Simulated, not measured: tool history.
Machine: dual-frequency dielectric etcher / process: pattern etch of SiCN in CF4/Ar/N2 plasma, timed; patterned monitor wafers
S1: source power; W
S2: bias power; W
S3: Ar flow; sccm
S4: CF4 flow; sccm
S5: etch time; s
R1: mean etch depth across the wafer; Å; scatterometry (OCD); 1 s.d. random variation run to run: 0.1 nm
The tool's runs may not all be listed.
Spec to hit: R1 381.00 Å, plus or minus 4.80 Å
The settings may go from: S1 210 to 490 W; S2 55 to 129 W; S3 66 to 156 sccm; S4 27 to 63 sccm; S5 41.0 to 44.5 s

| run | hour | S1 | S2 | S3 | S4 | S5 | R1 |
|---|---|---|---|---|---|---|---|
| 1 | 0.0 | 350 | 92 | 111 | 45 | 44.5 | 350.74 |
| 2 | 6.0 | 350 | 92 | 111 | 45 | 41.0 | 323.22 |
| 3 | 11.1 | 310 | 92 | 111 | 45 | 41.0 | 286.26 |
| 4 | 18.8 | 350 | 92 | 111 | 45 | 41.0 | 323.69 |
|  | 23.5 | source power generator calibrated |
| 5 | 23.5 | 360 | 92 | 111 | 45 | 41.0 | 336.96 |
| 6 | 28.4 | 360 | 92 | 111 | 45 | 41.0 | 335.01 |
| 7 | 35.1 | 370 | 92 | 111 | 45 | 41.0 | 346.19 |
| 8 | 44.0 | 390 | 92 | 111 | 45 | 41.0 | 365.24 |
| 9 | 50.2 | 400 | 92 | 111 | 45 | 41.0 | 371.06 |

Which single option among these 5 for the next run brings every result within its allowed miss of target? Just one does.
| A | 56.4 | 330 | 98 | 89 | 44 | 44.0 | ? |
| B | 56.4 | 380 | 84 | 89 | 45 | 42.5 | ? |
| C | 56.4 | 370 | 105 | 102 | 43 | 41.5 | ? |
| D | 56.4 | 370 | 99 | 101 | 39 | 42.5 | ? |
| E | 56.4 | 410 | 87 | 114 | 47 | 42.0 | ? |

| move | R1 |
|---|---|
| A | 356.37 |
| B | 372.05 |
| C | 372.72 |
| D | 368.22 |
| E | 381.45 |
A: further off than the last run
B: closes in on the targets versus the last run, not all within tolerance yet
C: closes in on the targets versus the last run, not all within tolerance yet
D: further off than the last run
E: all results in spec
Go with E: it meets all targets.
